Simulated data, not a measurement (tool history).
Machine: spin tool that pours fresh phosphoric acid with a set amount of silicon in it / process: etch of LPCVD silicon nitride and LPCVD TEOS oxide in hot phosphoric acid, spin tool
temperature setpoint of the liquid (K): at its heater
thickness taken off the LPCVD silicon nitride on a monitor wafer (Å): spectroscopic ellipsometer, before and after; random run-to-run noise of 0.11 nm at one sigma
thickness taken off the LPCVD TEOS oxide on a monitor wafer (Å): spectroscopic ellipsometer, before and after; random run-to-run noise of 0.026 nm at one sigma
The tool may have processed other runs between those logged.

run  hour  temperature setpoint of the liquid (K)  silicon dissolved in the acid as it is poured (mg a litre)  time under the liquid (s)  thickness taken off the LPCVD silicon nitride on a monitor wafer (Å)  thickness taken off the LPCVD TEOS oxide on a monitor wafer (Å)
  1   0.0                                  436.15                                                        15.5                        175                                                                192.53                                                           6.9880
  2   8.0                                  437.65                                                        15.5                        175                                                                199.23                                                           8.9120
  3  15.0                                  435.65                                                        15.5                        175                                                                187.56                                                           6.9238
  4  23.6                                  435.65                                                        15.5                        145                                                                154.31                                                           5.9531
  5  24.9                                  435.65                                                        15.5                        185                                                                200.46                                                           7.9108
  6  33.5                                  435.65                                                        15.5                        235                                                                256.59                                                           9.7397

Forecast run 7:
  7  35.8                                  434.65                                                        13.0                        205                                                                     ?                                                                ?

{"run 7": {"thickness taken off the LPCVD silicon nitride on a monitor wafer (Å)": 213.8, "thickness taken off the LPCVD TEOS oxide on a monitor wafer (Å)": 8.2293}}
